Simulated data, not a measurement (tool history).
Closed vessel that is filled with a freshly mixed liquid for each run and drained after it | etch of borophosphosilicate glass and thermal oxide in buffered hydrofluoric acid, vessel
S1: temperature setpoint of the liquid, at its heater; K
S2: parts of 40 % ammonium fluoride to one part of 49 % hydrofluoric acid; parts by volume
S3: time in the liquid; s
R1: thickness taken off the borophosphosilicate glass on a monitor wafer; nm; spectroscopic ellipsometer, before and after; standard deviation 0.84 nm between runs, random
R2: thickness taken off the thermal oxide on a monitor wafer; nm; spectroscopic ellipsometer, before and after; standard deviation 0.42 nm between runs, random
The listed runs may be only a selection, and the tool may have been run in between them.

run 1 day=0.000 | S1=296.15 S2=13 S3=60 | R1=168.66 R2=57.972
run 2 day=0.200 | S1=296.65 S2=13 S3=60 | R1=172.36 R2=59.857
run 3 day=0.517 | S1=297.15 S2=13 S3=60 | R1=178.21 R2=60.698
run 4 day=0.742 | S1=297.65 S2=13 S3=60 | R1=182.77 R2=63.337
run 5 day=0.854 | S1=297.65 S2=13 S3=80 | R1=243.20 R2=83.476
run 6 day=1.175 | S1=296.65 S2=13 S3=80 | R1=229.87 R2=79.191
run 7 day=1.271 | S1=295.65 S2=13 S3=80 | R1=218.33 R2=75.793
run 8 day=1.467 | S1=295.15 S2=13 S3=80 | R1=211.24 R2=73.807
run 9 day=1.721 | S1=294.65 S2=13 S3=80 | R1=206.88 R2=70.877
run 10 day=1.746 | S1=294.15 S2=13 S3=80 | R1=200.71 R2=68.858
run 11 day=1.846 | S1=293.65 S2=13 S3=80 | R1=194.93 R2=66.785

What will run 12 give?
run 12 day=2.121 | S1=293.15 S2=13 S3=80 | R1=? R2=?

Run 12 gave R1 190.38 nm, R2 65.211 nm.
